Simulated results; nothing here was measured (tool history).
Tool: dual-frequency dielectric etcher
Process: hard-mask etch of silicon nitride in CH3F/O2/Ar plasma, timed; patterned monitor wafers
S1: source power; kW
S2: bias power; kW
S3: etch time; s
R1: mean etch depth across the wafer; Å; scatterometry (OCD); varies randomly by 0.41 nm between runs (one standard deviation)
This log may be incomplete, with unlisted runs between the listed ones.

Run 1, hour 0.0: S1 0.380 kW, S2 0.101 kW, S3 189 s. Result: R1 1631.6 Å.
Run 2, hour 5.3: S1 0.380 kW, S2 0.084 kW, S3 189 s. Result: R1 1550.2 Å.
Run 3, hour 12.7: S1 0.380 kW, S2 0.067 kW, S3 189 s. Result: R1 1471.0 Å.
Run 4, hour 16.3: S1 0.360 kW, S2 0.066 kW, S3 189 s. Result: R1 1442.8 Å.
At hour 24.2: wet clean of the chamber.
Run 5, hour 24.2: S1 0.420 kW, S2 0.066 kW, S3 189 s. Result: R1 1429.6 Å.
Run 6, hour 28.8: S1 0.450 kW, S2 0.065 kW, S3 189 s. Result: R1 1463.2 Å.

Predict the results of run 7:
Run 7, hour 35.3: S1 0.400 kW, S2 0.064 kW, S3 189 s. Result: R1 ?.

Run 7 measured R1 1416.5 Å.
